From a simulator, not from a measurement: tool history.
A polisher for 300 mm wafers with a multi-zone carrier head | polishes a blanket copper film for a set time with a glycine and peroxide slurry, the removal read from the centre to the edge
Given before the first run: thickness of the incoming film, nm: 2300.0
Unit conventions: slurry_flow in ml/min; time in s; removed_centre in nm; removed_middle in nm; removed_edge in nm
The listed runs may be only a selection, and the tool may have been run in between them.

{"run": 1, "day": 0.0, "slurry_flow": 285, "centre_zone": 1.0, "middle_zone": 1.0, "edge_zone": 1.0, "time": 78, "removed_centre": 317.49, "removed_middle": 291.37, "removed_edge": 289.12}
{"run": 2, "day": 0.146, "slurry_flow": 285, "centre_zone": 1.0, "middle_zone": 1.0, "edge_zone": 1.0, "time": 95, "removed_centre": 387.06, "removed_middle": 349.93, "removed_edge": 352.5}
{"run": 3, "day": 0.321, "slurry_flow": 285, "centre_zone": 0.97, "middle_zone": 1.01, "edge_zone": 0.97, "time": 90, "removed_centre": 352.48, "removed_middle": 337.98, "removed_edge": 329.35}
{"run": 4, "day": 0.362, "slurry_flow": 285, "centre_zone": 0.95, "middle_zone": 1.01, "edge_zone": 0.94, "time": 85, "removed_centre": 329.49, "removed_middle": 318.53, "removed_edge": 302.83}
{"run": 5, "day": 0.608, "slurry_flow": 355, "centre_zone": 0.95, "middle_zone": 1.01, "edge_zone": 0.94, "time": 85, "removed_centre": 335.69, "removed_middle": 319.92, "removed_edge": 312.22}
{"run": 6, "day": 0.825, "slurry_flow": 355, "centre_zone": 0.95, "middle_zone": 1.01, "edge_zone": 0.94, "time": 74, "removed_centre": 288.61, "removed_middle": 282.9, "removed_edge": 265.99}
{"run": 7, "day": 1.179, "slurry_flow": 350, "centre_zone": 0.93, "middle_zone": 1.01, "edge_zone": 0.92, "time": 73, "removed_centre": 279.5, "removed_middle": 275.19, "removed_edge": 268.9}
{"run": 8, "day": 1.325, "slurry_flow": 345, "centre_zone": 0.92, "middle_zone": 1.03, "edge_zone": 0.9, "time": 71, "removed_centre": 267.01, "removed_middle": 272.29, "removed_edge": 256.49}
{"run": 9, "day": 1.667, "slurry_flow": 340, "centre_zone": 0.91, "middle_zone": 1.04, "edge_zone": 0.88, "time": 70, "removed_centre": 264.46, "removed_middle": 269.93, "removed_edge": 244.35}

Run 10 has not been measured yet. What should we expect?
{"run": 10, "day": 1.867, "slurry_flow": 285, "centre_zone": 0.82, "middle_zone": 1.08, "edge_zone": 0.88, "time": 70, "removed_centre": "?", "removed_middle": "?", "removed_edge": "?"}

Run 10 measured removed_centre 233.67 nm, removed_middle 278.32 nm, removed_edge 242.57 nm.
